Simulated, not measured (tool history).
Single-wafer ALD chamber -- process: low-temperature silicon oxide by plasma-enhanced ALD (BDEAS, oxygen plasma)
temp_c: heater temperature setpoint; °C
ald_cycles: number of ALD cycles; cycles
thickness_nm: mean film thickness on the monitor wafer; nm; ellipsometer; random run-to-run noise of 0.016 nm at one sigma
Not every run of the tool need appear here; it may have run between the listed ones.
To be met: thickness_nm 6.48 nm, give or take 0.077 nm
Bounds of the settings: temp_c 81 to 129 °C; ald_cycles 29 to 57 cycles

{"run": 1, "hour": 0.0, "temp_c": 105, "ald_cycles": 43, "thickness_nm": 5.9392}
{"run": 2, "hour": 3.4, "temp_c": 105, "ald_cycles": 38, "thickness_nm": 5.2323}
{"run": 3, "hour": 6.5, "temp_c": 103, "ald_cycles": 39, "thickness_nm": 5.3917}
{"run": 4, "hour": 11.4, "temp_c": 102, "ald_cycles": 40, "thickness_nm": 5.5353}
{"run": 5, "hour": 19.4, "temp_c": 102, "ald_cycles": 44, "thickness_nm": 6.0898}
{"run": 6, "hour": 21.8, "temp_c": 101, "ald_cycles": 44, "thickness_nm": 6.121}
{"run": 7, "hour": 26.1, "temp_c": 99, "ald_cycles": 44, "thickness_nm": 6.1539}
{"run": 8, "hour": 33.5, "temp_c": 97, "ald_cycles": 44, "thickness_nm": 6.1892}
{"run": 9, "hour": 38.1, "temp_c": 95, "ald_cycles": 44, "thickness_nm": 6.2615}
{"run": 10, "hour": 42.8, "temp_c": 85, "ald_cycles": 45, "thickness_nm": 6.6488}

Next run, 5 choices. One meets every target within its allowed miss, the rest don't. Which?
{"run": "A", "hour": 47.5, "temp_c": 81, "ald_cycles": 45, "thickness_nm": "?"}
{"run": "B", "hour": 47.5, "temp_c": 90, "ald_cycles": 46, "thickness_nm": "?"}
{"run": "C", "hour": 47.5, "temp_c": 86, "ald_cycles": 47, "thickness_nm": "?"}
{"run": "D", "hour": 47.5, "temp_c": 86, "ald_cycles": 44, "thickness_nm": "?"}
{"run": "E", "hour": 47.5, "temp_c": 81, "ald_cycles": 46, "thickness_nm": "?"}

move=A thickness_nm=6.7583
move=B thickness_nm=6.6751
move=C thickness_nm=6.9262
move=D thickness_nm=6.4841
move=E thickness_nm=6.9085
A: lands further from the targets than the last run did
B: lands further from the targets than the last run did
C: lands further from the targets than the last run did
D: in spec on every target
E: lands further from the targets than the last run did
Go with D: it meets all targets.
